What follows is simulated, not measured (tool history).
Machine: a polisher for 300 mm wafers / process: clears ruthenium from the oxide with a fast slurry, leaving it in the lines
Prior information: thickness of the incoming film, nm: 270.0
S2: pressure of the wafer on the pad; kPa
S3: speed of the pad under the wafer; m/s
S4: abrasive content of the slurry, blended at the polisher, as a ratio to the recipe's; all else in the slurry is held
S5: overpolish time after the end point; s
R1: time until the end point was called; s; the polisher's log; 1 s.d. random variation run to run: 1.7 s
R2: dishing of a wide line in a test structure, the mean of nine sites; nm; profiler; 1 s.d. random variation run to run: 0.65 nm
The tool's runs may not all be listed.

{"run": 1, "hour": 0.0, "flow of slurry (ml/min)": 190, "S2": 21.4, "S3": 0.76, "S4": 1, "S5": 28, "R1": 83.21, "R2": 55.09}
{"run": 2, "hour": 3.0, "flow of slurry (ml/min)": 235, "S2": 21.4, "S3": 0.76, "S4": 1, "S5": 28, "R1": 79.171, "R2": 58.15}
{"run": 3, "hour": 11.3, "flow of slurry (ml/min)": 250, "S2": 21.4, "S3": 0.76, "S4": 1, "S5": 28, "R1": 80.107, "R2": 57.318}
{"run": 4, "hour": 14.9, "flow of slurry (ml/min)": 250, "S2": 20, "S3": 0.72, "S4": 1, "S5": 29, "R1": 88.429, "R2": 54.455}
{"run": 5, "hour": 17.8, "flow of slurry (ml/min)": 250, "S2": 20, "S3": 0.88, "S4": 1, "S5": 29, "R1": 72.771, "R2": 62.269}
{"run": 6, "hour": 25.0, "flow of slurry (ml/min)": 245, "S2": 18.6, "S3": 0.84, "S4": 1, "S5": 30, "R1": 81.325, "R2": 59.129}
{"run": 7, "hour": 28.1, "flow of slurry (ml/min)": 245, "S2": 18.6, "S3": 0.84, "S4": 1, "S5": 30, "R1": 81.945, "R2": 58.227}
{"run": 8, "hour": 34.6, "flow of slurry (ml/min)": 240, "S2": 17.2, "S3": 0.8, "S4": 1, "S5": 31, "R1": 91.859, "R2": 55.289}
{"run": 9, "hour": 38.1, "flow of slurry (ml/min)": 235, "S2": 16.5, "S3": 0.76, "S4": 1, "S5": 31, "R1": 99.715, "R2": 54.265}
{"run": 10, "hour": 41.5, "flow of slurry (ml/min)": 230, "S2": 15.9, "S3": 0.72, "S4": 1, "S5": 31, "R1": 107.06, "R2": 49.39}
{"run": 11, "hour": 45.5, "flow of slurry (ml/min)": 225, "S2": 15.2, "S3": 0.68, "S4": 1, "S5": 31, "R1": 116.76, "R2": 45.022}
{"run": 12, "hour": 49.9, "flow of slurry (ml/min)": 225, "S2": 15.2, "S3": 0.68, "S4": 1, "S5": 31, "R1": 118.38, "R2": 47.132}
{"run": 13, "hour": 52.8, "flow of slurry (ml/min)": 190, "S2": 9.7, "S3": 0.48, "S4": 1, "S5": 33, "R1": 226.36, "R2": 29.595}
{"run": 14, "hour": 59.3, "flow of slurry (ml/min)": 195, "S2": 9.7, "S3": 0.48, "S4": 1, "S5": 33, "R1": 226.03, "R2": 28.949}

For run 15, what comes out?
{"run": 15, "hour": 66.1, "flow of slurry (ml/min)": 210, "S2": 12.4, "S3": 0.48, "S4": 1, "S5": 38, "R1": "?", "R2": "?"}

{"run 15": {"R1": 187.01, "R2": 39.138}}
